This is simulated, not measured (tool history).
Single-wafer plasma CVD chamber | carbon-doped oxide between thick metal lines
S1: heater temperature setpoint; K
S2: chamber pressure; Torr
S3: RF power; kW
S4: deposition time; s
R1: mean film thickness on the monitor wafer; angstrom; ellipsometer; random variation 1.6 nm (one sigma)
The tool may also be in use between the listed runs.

run	hour	S1	S2	S3	S4	R1
1	0	613.15	4.71	0.555	55.9	3329.9
2	7.1	613.15	5.22	0.555	55.9	3381.7
3	15.6	613.15	5.22	0.555	55.9	3380.8
4	17	613.15	5.22	0.555	53.3	3255.2
5	24.8	610.15	5.54	0.57	53.4	3340.4
6	26.1	609.15	5.67	0.59	53.6	3399.9

Run 7 comes next. What will it give?
7	28.3	609.15	5.72	0.61	53.8	?

Run 7 produced R1 3517.1 angstrom.
